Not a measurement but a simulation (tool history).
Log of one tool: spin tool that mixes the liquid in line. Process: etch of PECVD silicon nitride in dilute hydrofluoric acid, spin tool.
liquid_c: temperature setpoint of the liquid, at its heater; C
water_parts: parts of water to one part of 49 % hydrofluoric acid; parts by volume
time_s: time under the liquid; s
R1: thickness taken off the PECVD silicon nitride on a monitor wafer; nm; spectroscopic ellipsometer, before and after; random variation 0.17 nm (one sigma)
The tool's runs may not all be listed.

run 1 day=0 | liquid_c=21 water_parts=145 time_s=265 | R1=8.0682
run 2 day=0.233 | liquid_c=23 water_parts=130 time_s=265 | R1=10.227
run 3 day=0.354 | liquid_c=23 water_parts=130 time_s=265 | R1=10.291
run 4 day=0.542 | liquid_c=23 water_parts=130 time_s=280 | R1=10.673
run 5 day=0.883 | liquid_c=24.5 water_parts=115 time_s=280 | R1=13.567
run 6 day=1.162 | liquid_c=24.5 water_parts=95 time_s=280 | R1=16.108
run 7 day=1.258 | liquid_c=25.5 water_parts=95 time_s=280 | R1=17.365

The next listed run, before its measurement:
run 8 day=1.471 | liquid_c=26 water_parts=95 time_s=280 | R1=?

Run 8 gave R1 17.793 nm.
